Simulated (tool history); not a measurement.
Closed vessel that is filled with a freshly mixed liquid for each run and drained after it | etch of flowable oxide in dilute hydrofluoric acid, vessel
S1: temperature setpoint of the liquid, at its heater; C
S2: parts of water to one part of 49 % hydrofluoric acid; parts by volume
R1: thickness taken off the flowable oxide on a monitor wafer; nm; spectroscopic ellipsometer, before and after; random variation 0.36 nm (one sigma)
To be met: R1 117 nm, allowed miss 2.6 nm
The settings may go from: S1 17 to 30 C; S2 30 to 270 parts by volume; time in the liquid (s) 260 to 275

run 1 hour=0 | S1=22 S2=150 time_in_the_liquid_(s)=260 | R1=52.012
run 2 hour=6.4 | S1=24.5 S2=130 time_in_the_liquid_(s)=260 | R1=67.361
run 3 hour=14.6 | S1=24.5 S2=130 time_in_the_liquid_(s)=260 | R1=67.265
run 4 hour=21.6 | S1=26.5 S2=130 time_in_the_liquid_(s)=260 | R1=72.774
run 5 hour=26.8 | S1=27.5 S2=115 time_in_the_liquid_(s)=260 | R1=87.018
run 6 hour=30.2 | S1=27.5 S2=150 time_in_the_liquid_(s)=260 | R1=63.624
run 7 hour=33.8 | S1=28 S2=130 time_in_the_liquid_(s)=260 | R1=77.314
run 8 hour=36.5 | S1=28.5 S2=120 time_in_the_liquid_(s)=260 | R1=86.308
run 9 hour=37.5 | S1=29 S2=110 time_in_the_liquid_(s)=260 | R1=97.02
run 10 hour=42.9 | S1=30 S2=90 time_in_the_liquid_(s)=260 | R1=127.75

5 next moves are on the table. One of them brings every result within its allowed miss. Which?
run A hour=48.3 | S1=30 S2=90 time_in_the_liquid_(s)=275 | R1=?
run B hour=48.3 | S1=27 S2=75 time_in_the_liquid_(s)=270 | R1=?
run C hour=48.3 | S1=28 S2=90 time_in_the_liquid_(s)=260 | R1=?
run D hour=48.3 | S1=29.5 S2=90 time_in_the_liquid_(s)=260 | R1=?
run E hour=48.3 | S1=30 S2=90 time_in_the_liquid_(s)=270 | R1=?

move=A R1=133.77
move=B R1=143.36
move=C R1=117.17
move=D R1=124.09
move=E R1=131.33
A: further off than the last run
B: further off than the last run
C: meets every target
D: nearer than the last run, and not there yet
E: further off than the last run
Move C is the one to make.
